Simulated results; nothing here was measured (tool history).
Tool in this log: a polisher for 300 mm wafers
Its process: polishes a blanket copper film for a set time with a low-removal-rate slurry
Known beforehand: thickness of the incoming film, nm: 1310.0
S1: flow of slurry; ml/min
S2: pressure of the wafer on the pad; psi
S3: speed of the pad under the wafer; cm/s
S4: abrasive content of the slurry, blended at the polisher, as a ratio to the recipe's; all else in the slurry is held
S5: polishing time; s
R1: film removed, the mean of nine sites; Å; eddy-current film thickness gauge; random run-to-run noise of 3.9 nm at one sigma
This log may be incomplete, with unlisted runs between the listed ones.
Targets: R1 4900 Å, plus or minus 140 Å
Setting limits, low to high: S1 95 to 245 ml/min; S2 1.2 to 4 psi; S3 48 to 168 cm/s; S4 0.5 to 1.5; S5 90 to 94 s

run 1 hour=0 | S1=155 S2=2.6 S3=108 S4=1 S5=90 | R1=3105.9
run 2 hour=2.1 | S1=155 S2=2 S3=108 S4=1 S5=90 | R1=2605.9
run 3 hour=2.7 | S1=155 S2=2 S3=94 S4=1 S5=90 | R1=2257.8
run 4 hour=10 | S1=160 S2=2.4 S3=96 S4=1 S5=90 | R1=2658.7
run 5 hour=15.8 | S1=130 S2=2.4 S3=96 S4=1 S5=90 | R1=2561.3
run 6 hour=16.7 | S1=140 S2=2.7 S3=98 S4=1 S5=90 | R1=2862.3
-- hour=22.8 head pressure recalibrated
run 7 hour=22.8 | S1=150 S2=2.9 S3=100 S4=1 S5=90 | R1=2959.1
run 8 hour=31.4 | S1=150 S2=3.1 S3=106 S4=1 S5=90 | R1=3269.7
run 9 hour=39.9 | S1=150 S2=3.3 S3=110 S4=1 S5=90 | R1=3554.8
run 10 hour=48.5 | S1=190 S2=4 S3=118 S4=1 S5=90 | R1=4606.6
run 11 hour=54.8 | S1=190 S2=4 S3=120 S4=1 S5=90 | R1=4687.5

Exercise: of the 4 proposed moves below, exactly one satisfies all targets within the stated allowed misses. Which move is it?
run A hour=61.1 | S1=180 S2=4 S3=120 S4=1 S5=90 | R1=?
run B hour=61.1 | S1=200 S2=4 S3=116 S4=1.05 S5=94 | R1=?
run C hour=61.1 | S1=200 S2=3.8 S3=120 S4=1 S5=90 | R1=?
run D hour=61.1 | S1=220 S2=3.9 S3=120 S4=0.75 S5=92 | R1=?

move=A R1=4683.3
move=B R1=4855.4
move=C R1=4560.6
move=D R1=4542.2
A: no better and no worse than the last run
B: hits every target within its allowed miss
C: the biggest miss grows against the last run
D: the biggest miss grows against the last run
Move B is the one to make.
